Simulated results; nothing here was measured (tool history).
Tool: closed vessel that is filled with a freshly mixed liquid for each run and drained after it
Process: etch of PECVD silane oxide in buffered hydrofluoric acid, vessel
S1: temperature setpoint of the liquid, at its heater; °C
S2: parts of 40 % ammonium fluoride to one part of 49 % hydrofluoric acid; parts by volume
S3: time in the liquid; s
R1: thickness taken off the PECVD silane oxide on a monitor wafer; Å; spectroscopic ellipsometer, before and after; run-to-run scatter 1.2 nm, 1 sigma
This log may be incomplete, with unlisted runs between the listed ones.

run  hour    S1    S2  S3       R1
  1   0.0  25.0  15.0  30  1088.30
  2   8.7  26.0  15.0  30  1171.80
  3  15.8  23.0  15.0  30   984.78
  4  20.0  24.0  15.0  30  1043.30
  5  28.0  25.0  15.0  30  1098.70
  6  31.7  25.5  15.0  30  1135.50
  7  39.7  26.0  15.0  30  1168.20
  8  42.2  26.5  15.0  30  1198.70

The next listed run, before its measurement:
  9  48.1  27.0  15.0  30   ?

Run 9 measured R1 1239.50 Å.
